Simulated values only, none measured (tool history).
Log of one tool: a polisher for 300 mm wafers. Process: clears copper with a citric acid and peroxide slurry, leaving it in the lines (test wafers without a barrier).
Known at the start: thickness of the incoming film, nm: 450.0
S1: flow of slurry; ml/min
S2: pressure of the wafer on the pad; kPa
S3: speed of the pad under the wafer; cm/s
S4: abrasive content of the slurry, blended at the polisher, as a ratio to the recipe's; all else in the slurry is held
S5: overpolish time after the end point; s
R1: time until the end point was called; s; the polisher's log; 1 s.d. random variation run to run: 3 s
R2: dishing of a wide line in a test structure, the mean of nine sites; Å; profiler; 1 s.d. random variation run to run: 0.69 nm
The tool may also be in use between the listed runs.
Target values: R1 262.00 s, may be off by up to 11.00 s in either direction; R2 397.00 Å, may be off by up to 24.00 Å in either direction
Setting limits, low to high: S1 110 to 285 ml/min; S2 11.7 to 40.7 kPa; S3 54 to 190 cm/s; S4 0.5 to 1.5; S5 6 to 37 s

| run | day | S1 | S2 | S3 | S4 | S5 | R1 | R2 |
|---|---|---|---|---|---|---|---|---|
| 1 | 0.000 | 180 | 26.2 | 122 | 1.0 | 19 | 158.65 | 399.75 |
| 2 | 0.062 | 180 | 26.2 | 134 | 1.0 | 19 | 142.30 | 452.45 |
| 3 | 0.217 | 175 | 22.8 | 132 | 1.0 | 21 | 165.83 | 415.60 |
| 4 | 0.250 | 170 | 20.0 | 130 | 1.0 | 24 | 196.61 | 409.06 |
| 5 | 0.521 | 165 | 18.6 | 130 | 1.0 | 25 | 209.72 | 411.29 |
| 6 | 0.858 | 145 | 18.6 | 130 | 1.0 | 25 | 209.55 | 394.30 |
| 7 | 1.058 | 145 | 17.2 | 130 | 1.0 | 26 | 231.66 | 371.59 |
| 8 | 1.188 | 140 | 16.5 | 130 | 1.0 | 27 | 236.87 | 371.52 |
| 9 | 1.479 | 135 | 15.9 | 130 | 1.0 | 28 | 253.74 | 367.90 |

5 next moves are on the table. One of them brings every result within its allowed miss. Which?
| A | 1.771 | 110 | 13.8 | 146 | 1.1 | 26 | ? | ? |
| B | 1.771 | 130 | 16.5 | 122 | 1.1 | 26 | ? | ? |
| C | 1.771 | 115 | 17.9 | 114 | 1.1 | 35 | ? | ? |
| D | 1.771 | 120 | 15.9 | 130 | 1.0 | 31 | ? | ? |
| E | 1.771 | 140 | 14.5 | 134 | 1.0 | 36 | ? | ? |

| move | R1 | R2 |
|---|---|---|
| A | 263.97 | 331.50 |
| B | 252.76 | 347.50 |
| C | 257.70 | 443.17 |
| D | 257.10 | 397.74 |
| E | 262.68 | 440.53 |
A: moves away from the targets compared with the last run
B: moves away from the targets compared with the last run
C: the result that was furthest off in the last run now lies on the other side of its target
D: every result lands within tolerance
E: the result that was furthest off in the last run now lies on the other side of its target
Answer: D

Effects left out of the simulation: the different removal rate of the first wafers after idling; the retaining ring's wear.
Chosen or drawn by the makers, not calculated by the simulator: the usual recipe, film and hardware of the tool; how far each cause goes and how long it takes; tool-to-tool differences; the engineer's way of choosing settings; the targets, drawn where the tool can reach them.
